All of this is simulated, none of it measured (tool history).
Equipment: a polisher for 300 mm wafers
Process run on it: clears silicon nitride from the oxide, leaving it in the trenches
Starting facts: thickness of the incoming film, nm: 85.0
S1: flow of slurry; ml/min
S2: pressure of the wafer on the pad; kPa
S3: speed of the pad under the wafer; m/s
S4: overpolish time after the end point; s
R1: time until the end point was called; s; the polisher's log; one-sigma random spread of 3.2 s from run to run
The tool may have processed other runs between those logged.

Run 1, hour 0: S1 165 ml/min, S2 15.9 kPa, S3 0.9 m/s, S4 21 s. Result: R1 129.19 s.
Run 2, hour 3.4: S1 165 ml/min, S2 19.3 kPa, S3 0.9 m/s, S4 21 s. Result: R1 110.23 s.
Run 3, hour 10.5: S1 140 ml/min, S2 19.3 kPa, S3 0.9 m/s, S4 21 s. Result: R1 116.6 s.
Run 4, hour 17.3: S1 135 ml/min, S2 17.9 kPa, S3 0.88 m/s, S4 21 s. Result: R1 124.91 s.
Run 5, hour 22.5: S1 110 ml/min, S2 17.9 kPa, S3 0.88 m/s, S4 21 s. Result: R1 132.42 s.
Run 6, hour 25.4: S1 110 ml/min, S2 17.9 kPa, S3 0.8 m/s, S4 21 s. Result: R1 143.76 s.
Run 7, hour 26.8: S1 110 ml/min, S2 17.9 kPa, S3 0.8 m/s, S4 21 s. Result: R1 140.62 s.
Run 8, hour 30.4: S1 110 ml/min, S2 16.5 kPa, S3 0.8 m/s, S4 21 s. Result: R1 146.58 s.
Run 9, hour 36.7: S1 110 ml/min, S2 15.2 kPa, S3 0.78 m/s, S4 21 s. Result: R1 167.14 s.
Run 10, hour 38.8: S1 110 ml/min, S2 14.5 kPa, S3 0.78 m/s, S4 21 s. Result: R1 170.44 s.

Estimate the outcome of run 11 from the log above:
Run 11, hour 43: S1 110 ml/min, S2 13.8 kPa, S3 0.78 m/s, S4 21 s. Result: R1 ?.

R1: 175.22 s
